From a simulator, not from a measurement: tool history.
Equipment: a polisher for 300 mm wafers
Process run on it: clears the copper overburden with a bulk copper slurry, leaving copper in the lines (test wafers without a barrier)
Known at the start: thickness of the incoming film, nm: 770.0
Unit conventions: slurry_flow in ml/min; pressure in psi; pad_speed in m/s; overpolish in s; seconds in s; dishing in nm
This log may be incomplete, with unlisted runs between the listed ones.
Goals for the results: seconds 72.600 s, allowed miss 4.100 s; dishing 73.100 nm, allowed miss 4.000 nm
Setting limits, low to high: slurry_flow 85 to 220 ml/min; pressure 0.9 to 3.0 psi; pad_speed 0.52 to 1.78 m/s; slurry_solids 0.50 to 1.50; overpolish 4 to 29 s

{"run": 1, "day": 0.0, "slurry_flow": 140, "pressure": 1.9, "pad_speed": 1.14, "slurry_solids": 1.0, "overpolish": 15, "seconds": 96.927, "dishing": 59.777}
{"run": 2, "day": 0.162, "slurry_flow": 140, "pressure": 1.6, "pad_speed": 1.14, "slurry_solids": 1.0, "overpolish": 15, "seconds": 116.68, "dishing": 50.701}
{"run": 3, "day": 0.496, "slurry_flow": 140, "pressure": 1.6, "pad_speed": 0.92, "slurry_solids": 1.0, "overpolish": 15, "seconds": 143.8, "dishing": 43.931}
{"run": 4, "day": 0.667, "slurry_flow": 140, "pressure": 1.8, "pad_speed": 0.92, "slurry_solids": 1.0, "overpolish": 15, "seconds": 127.97, "dishing": 48.447}
{"run": 5, "day": 1.046, "slurry_flow": 140, "pressure": 1.9, "pad_speed": 0.92, "slurry_solids": 1.0, "overpolish": 15, "seconds": 120.21, "dishing": 50.491}
{"run": 6, "day": 1.354, "slurry_flow": 140, "pressure": 2.0, "pad_speed": 0.92, "slurry_solids": 1.0, "overpolish": 15, "seconds": 114.25, "dishing": 51.854}
{"run": 7, "day": 1.675, "slurry_flow": 140, "pressure": 2.0, "pad_speed": 0.92, "slurry_solids": 1.0, "overpolish": 15, "seconds": 119.7, "dishing": 50.952}
{"run": 8, "day": 1.988, "slurry_flow": 140, "pressure": 2.1, "pad_speed": 0.92, "slurry_solids": 1.0, "overpolish": 15, "seconds": 109.01, "dishing": 54.695}

Which one of the following 4 next-run settings gets every result inside its allowed miss? There is exactly one.
{"run": "A", "day": 2.3, "slurry_flow": 150, "pressure": 2.5, "pad_speed": 1.0, "slurry_solids": 1.15, "overpolish": 14, "seconds": "?", "dishing": "?"}
{"run": "B", "day": 2.3, "slurry_flow": 100, "pressure": 2.3, "pad_speed": 1.32, "slurry_solids": 1.15, "overpolish": 16, "seconds": "?", "dishing": "?"}
{"run": "C", "day": 2.3, "slurry_flow": 120, "pressure": 2.3, "pad_speed": 1.1, "slurry_solids": 1.0, "overpolish": 14, "seconds": "?", "dishing": "?"}
{"run": "D", "day": 2.3, "slurry_flow": 165, "pressure": 1.5, "pad_speed": 0.78, "slurry_solids": 0.95, "overpolish": 13, "seconds": "?", "dishing": "?"}

move=A seconds=83.290 dishing=63.669
move=B seconds=74.654 dishing=72.895
move=C seconds=88.159 dishing=60.824
move=D seconds=177.550 dishing=33.198
A: better than the last run, though not everything is in spec
B: each result inside its tolerance
C: better than the last run, though not everything is in spec
D: the biggest miss grows against the last run
Correct choice: B, which meets every target

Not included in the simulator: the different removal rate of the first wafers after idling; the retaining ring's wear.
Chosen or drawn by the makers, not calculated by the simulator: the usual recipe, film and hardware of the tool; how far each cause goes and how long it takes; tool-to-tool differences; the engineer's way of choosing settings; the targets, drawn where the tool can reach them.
